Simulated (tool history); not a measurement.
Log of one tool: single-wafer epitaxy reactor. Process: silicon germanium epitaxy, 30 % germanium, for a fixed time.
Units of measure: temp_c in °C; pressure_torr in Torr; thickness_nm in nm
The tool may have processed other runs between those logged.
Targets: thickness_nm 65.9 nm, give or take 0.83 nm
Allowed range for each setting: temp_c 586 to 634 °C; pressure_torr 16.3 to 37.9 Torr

Run 1, hour 0: temp_c 610 °C, pressure_torr 27.1 Torr. Result: thickness_nm 79.417 nm.
Run 2, hour 7.5: temp_c 609 °C, pressure_torr 27.1 Torr. Result: thickness_nm 77.787 nm.
Run 3, hour 14.1: temp_c 615 °C, pressure_torr 27.1 Torr. Result: thickness_nm 87.761 nm.
Run 4, hour 22.2: temp_c 613 °C, pressure_torr 27.1 Torr. Result: thickness_nm 84.431 nm.
Run 5, hour 26.4: temp_c 604 °C, pressure_torr 27.1 Torr. Result: thickness_nm 70.319 nm.
At hour 33.3: pyrometer calibrated.
Run 6, hour 33.3: temp_c 595 °C, pressure_torr 27.1 Torr. Result: thickness_nm 53.636 nm.
Run 7, hour 41.4: temp_c 596 °C, pressure_torr 27.1 Torr. Result: thickness_nm 55.078 nm.
Run 8, hour 45.8: temp_c 607 °C, pressure_torr 27.2 Torr. Result: thickness_nm 68.978 nm.
Run 9, hour 49.6: temp_c 604 °C, pressure_torr 27.2 Torr. Result: thickness_nm 64.992 nm.

Exactly one of the 5 candidate moves below puts every result within its allowed miss. Which one?
Run A, hour 53.4: temp_c 608 °C, pressure_torr 23.2 Torr. Result: thickness_nm ?.
Run B, hour 53.4: temp_c 604 °C, pressure_torr 24.9 Torr. Result: thickness_nm ?.
Run C, hour 53.4: temp_c 609 °C, pressure_torr 20.4 Torr. Result: thickness_nm ?.
Run D, hour 53.4: temp_c 600 °C, pressure_torr 32 Torr. Result: thickness_nm ?.
Run E, hour 53.4: temp_c 602 °C, pressure_torr 28.1 Torr. Result: thickness_nm ?.

move  thickness_nm
   A        65.772
   B        62.264
   C        63.871
   D        63.184
   E        62.613
A: every result lands within tolerance
B: the biggest miss grows against the last run
C: the biggest miss grows against the last run
D: the biggest miss grows against the last run
E: the biggest miss grows against the last run
Go with A: it meets all targets.
